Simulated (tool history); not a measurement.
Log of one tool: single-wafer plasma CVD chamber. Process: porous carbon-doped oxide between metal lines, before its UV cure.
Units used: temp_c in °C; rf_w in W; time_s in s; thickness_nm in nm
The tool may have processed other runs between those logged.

| run | day | temp_c | rf_w | time_s | thickness_nm |
|---|---|---|---|---|---|
| 1 | 0 | 290 | 635 | 40 | 266.78 |
| 2 | 0.3 | 296 | 605 | 40 | 250.26 |
| 3 | 0.658 | 289 | 605 | 40 | 263.03 |
| 4 | 0.904 | 289 | 520 | 40 | 238.25 |
| 5 | 1.238 | 289 | 430 | 40 | 205.8 |
| 6 | 1.392 | 289 | 430 | 40 | 205.23 |

Run 7 comes next. What will it give?
| 7 | 1.658 | 288 | 435 | 40 | ? |

Run 7 gave thickness_nm 209.13 nm.
